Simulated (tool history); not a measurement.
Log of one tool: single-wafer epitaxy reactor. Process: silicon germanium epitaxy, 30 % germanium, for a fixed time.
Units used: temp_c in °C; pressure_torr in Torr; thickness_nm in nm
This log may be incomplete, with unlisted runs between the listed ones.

{"run": 1, "day": 0.0, "temp_c": 600, "pressure_torr": 15.0, "thickness_nm": 52.054}
{"run": 2, "day": 0.046, "temp_c": 591, "pressure_torr": 15.0, "thickness_nm": 43.387}
{"run": 3, "day": 0.379, "temp_c": 590, "pressure_torr": 15.0, "thickness_nm": 42.008}
{"run": 4, "day": 0.462, "temp_c": 600, "pressure_torr": 15.0, "thickness_nm": 51.799}
{"run": 5, "day": 0.762, "temp_c": 600, "pressure_torr": 12.5, "thickness_nm": 48.309}
{"run": 6, "day": 0.912, "temp_c": 610, "pressure_torr": 12.5, "thickness_nm": 59.784}
{"run": 7, "day": 1.233, "temp_c": 607, "pressure_torr": 12.5, "thickness_nm": 55.722}
{"run": 8, "day": 1.279, "temp_c": 604, "pressure_torr": 12.5, "thickness_nm": 52.413}
{"run": 9, "day": 1.417, "temp_c": 602, "pressure_torr": 12.5, "thickness_nm": 50.277}
{"run": 10, "day": 1.562, "temp_c": 600, "pressure_torr": 12.5, "thickness_nm": 48.643}

For run 11, what comes out?
{"run": 11, "day": 1.904, "temp_c": 598, "pressure_torr": 12.5, "thickness_nm": "?"}

Run 11 gave thickness_nm 46.134 nm.
